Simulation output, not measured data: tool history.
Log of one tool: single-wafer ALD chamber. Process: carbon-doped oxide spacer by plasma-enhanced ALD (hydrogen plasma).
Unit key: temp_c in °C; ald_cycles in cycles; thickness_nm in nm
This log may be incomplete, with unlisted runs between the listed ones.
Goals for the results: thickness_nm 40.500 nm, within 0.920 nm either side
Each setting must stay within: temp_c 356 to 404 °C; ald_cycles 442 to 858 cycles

Run 1, day 0.000: temp_c 380 °C, ald_cycles 650 cycles. Result: thickness_nm 34.075 nm.
Run 2, day 0.408: temp_c 380 °C, ald_cycles 664 cycles. Result: thickness_nm 34.784 nm.
Run 3, day 0.479: temp_c 380 °C, ald_cycles 626 cycles. Result: thickness_nm 32.634 nm.
Run 4, day 0.654: temp_c 390 °C, ald_cycles 626 cycles. Result: thickness_nm 32.778 nm.
Run 5, day 1.062: temp_c 379 °C, ald_cycles 626 cycles. Result: thickness_nm 32.547 nm.
Run 6, day 1.250: temp_c 379 °C, ald_cycles 578 cycles. Result: thickness_nm 30.525 nm.
Run 7, day 1.658: temp_c 379 °C, ald_cycles 601 cycles. Result: thickness_nm 31.353 nm.
Run 8, day 1.829: temp_c 379 °C, ald_cycles 620 cycles. Result: thickness_nm 32.646 nm.
Run 9, day 2.062: temp_c 379 °C, ald_cycles 637 cycles. Result: thickness_nm 33.351 nm.
Run 10, day 2.462: temp_c 379 °C, ald_cycles 652 cycles. Result: thickness_nm 34.151 nm.
Run 11, day 2.838: temp_c 379 °C, ald_cycles 665 cycles. Result: thickness_nm 34.768 nm.
Run 12, day 2.962: temp_c 379 °C, ald_cycles 677 cycles. Result: thickness_nm 35.367 nm.
Run 13, day 3.300: temp_c 379 °C, ald_cycles 688 cycles. Result: thickness_nm 36.092 nm.
Run 14, day 3.496: temp_c 379 °C, ald_cycles 697 cycles. Result: thickness_nm 36.606 nm.
Run 15, day 3.596: temp_c 379 °C, ald_cycles 705 cycles. Result: thickness_nm 36.971 nm.
Run 16, day 3.988: temp_c 379 °C, ald_cycles 712 cycles. Result: thickness_nm 37.446 nm.
Run 17, day 4.125: temp_c 379 °C, ald_cycles 718 cycles. Result: thickness_nm 37.231 nm.
Run 18, day 4.262: temp_c 379 °C, ald_cycles 725 cycles. Result: thickness_nm 38.232 nm.
Run 19, day 4.612: temp_c 379 °C, ald_cycles 729 cycles. Result: thickness_nm 38.381 nm.
Run 20, day 4.883: temp_c 379 °C, ald_cycles 733 cycles. Result: thickness_nm 38.416 nm.
Run 21, day 4.958: temp_c 379 °C, ald_cycles 737 cycles. Result: thickness_nm 38.820 nm.
At day 5.208: thermocouple changed; heater temperature recalibrated.
Run 22, day 5.208: temp_c 379 °C, ald_cycles 740 cycles. Result: thickness_nm 38.875 nm.
Run 23, day 5.371: temp_c 379 °C, ald_cycles 743 cycles. Result: thickness_nm 38.799 nm.
Run 24, day 5.758: temp_c 379 °C, ald_cycles 747 cycles. Result: thickness_nm 38.770 nm.
Run 25, day 5.850: temp_c 379 °C, ald_cycles 751 cycles. Result: thickness_nm 39.331 nm.

Of the 4 settings listed for the next run, only one would bring every result within its allowed miss of target. Which one?
Run A, day 5.942: temp_c 389 °C, ald_cycles 808 cycles. Result: thickness_nm ?.
Run B, day 5.942: temp_c 382 °C, ald_cycles 724 cycles. Result: thickness_nm ?.
Run C, day 5.942: temp_c 383 °C, ald_cycles 769 cycles. Result: thickness_nm ?.
Run D, day 5.942: temp_c 378 °C, ald_cycles 798 cycles. Result: thickness_nm ?.

move  thickness_nm
   A        42.346
   B        37.944
   C        40.302
   D        41.822
A: takes the biggest miss from the last run beyond its target
B: its largest miss is bigger than the last run's
C: hits every target within its allowed miss
D: takes the biggest miss from the last run beyond its target
Correct choice: C, which meets every target
